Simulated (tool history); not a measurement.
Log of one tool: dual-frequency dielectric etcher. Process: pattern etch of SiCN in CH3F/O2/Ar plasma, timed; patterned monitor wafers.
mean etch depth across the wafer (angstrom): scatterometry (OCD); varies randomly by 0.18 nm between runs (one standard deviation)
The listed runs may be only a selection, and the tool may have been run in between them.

| run | hour | source power (W) | bias power (W) | etch time (s) | mean etch depth across the wafer (angstrom) |
|---|---|---|---|---|---|
| 1 | 0.0 | 480 | 82 | 128.5 | 565.60 |
| 2 | 7.1 | 500 | 85 | 129.0 | 589.50 |
| 3 | 8.8 | 540 | 85 | 129.0 | 614.12 |
| 4 | 10.2 | 600 | 85 | 129.0 | 654.24 |
| 5 | 17.0 | 570 | 85 | 129.0 | 634.38 |
| 6 | 19.5 | 570 | 93 | 129.0 | 656.75 |
| 7 | 22.5 | 580 | 93 | 129.0 | 662.76 |
| 8 | 30.1 | 590 | 93 | 129.0 | 667.89 |
| 9 | 34.1 | 590 | 93 | 129.0 | 669.31 |

Forecast run 10:
| 10 | 39.9 | 600 | 93 | 129.0 | ? |

Run 10 gave mean etch depth across the wafer (angstrom) 676.37.
